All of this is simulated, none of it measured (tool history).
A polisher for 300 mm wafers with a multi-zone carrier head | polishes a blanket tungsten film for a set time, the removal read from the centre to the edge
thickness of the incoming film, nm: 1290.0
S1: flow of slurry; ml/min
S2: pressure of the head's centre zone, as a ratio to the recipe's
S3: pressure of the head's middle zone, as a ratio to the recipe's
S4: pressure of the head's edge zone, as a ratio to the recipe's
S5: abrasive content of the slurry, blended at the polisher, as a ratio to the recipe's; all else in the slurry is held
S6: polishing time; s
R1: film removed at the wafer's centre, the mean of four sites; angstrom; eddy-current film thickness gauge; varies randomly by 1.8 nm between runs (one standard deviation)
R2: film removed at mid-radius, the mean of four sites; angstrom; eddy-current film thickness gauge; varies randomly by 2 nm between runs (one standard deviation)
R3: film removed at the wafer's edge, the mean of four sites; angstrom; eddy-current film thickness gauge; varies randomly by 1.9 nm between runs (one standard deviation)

Run 1, hour 0.0: S1 130 ml/min, S2 1.00, S3 1.00, S4 1.00, S5 1.00, S6 34 s. Result: R1 1264.9 angstrom, R2 1257.6 angstrom, R3 1260.3 angstrom.
Run 2, hour 2.1: S1 145 ml/min, S2 1.00, S3 1.00, S4 1.00, S5 1.00, S6 34 s. Result: R1 1298.4 angstrom, R2 1315.7 angstrom, R3 1274.8 angstrom.
Run 3, hour 9.3: S1 145 ml/min, S2 1.00, S3 1.00, S4 1.00, S5 1.00, S6 42 s. Result: R1 1631.8 angstrom, R2 1604.2 angstrom, R3 1556.7 angstrom.
Run 4, hour 17.4: S1 150 ml/min, S2 0.97, S3 1.03, S4 1.02, S5 1.00, S6 42 s. Result: R1 1574.8 angstrom, R2 1652.6 angstrom, R3 1577.7 angstrom.
Run 5, hour 19.6: S1 150 ml/min, S2 0.97, S3 1.03, S4 1.02, S5 1.00, S6 39 s. Result: R1 1450.2 angstrom, R2 1527.9 angstrom, R3 1468.7 angstrom.
Run 6, hour 21.5: S1 160 ml/min, S2 0.96, S3 1.07, S4 1.05, S5 1.05, S6 39 s. Result: R1 1470.4 angstrom, R2 1618.2 angstrom, R3 1509.0 angstrom.
Run 7, hour 22.8: S1 165 ml/min, S2 0.95, S3 1.09, S4 1.07, S5 1.10, S6 39 s. Result: R1 1495.8 angstrom, R2 1704.9 angstrom, R3 1560.2 angstrom.
Run 8, hour 27.4: S1 170 ml/min, S2 0.94, S3 1.11, S4 1.09, S5 1.15, S6 39 s. Result: R1 1520.4 angstrom, R2 1734.3 angstrom, R3 1572.3 angstrom.

Expected results for the next run?
Run 9, hour 28.2: S1 175 ml/min, S2 0.92, S3 1.12, S4 1.11, S5 1.20, S6 39 s. Result: R1 ?, R2 ?, R3 ?.

R1: 1502.3 angstrom
R2: 1811.8 angstrom
R3: 1635.4 angstrom
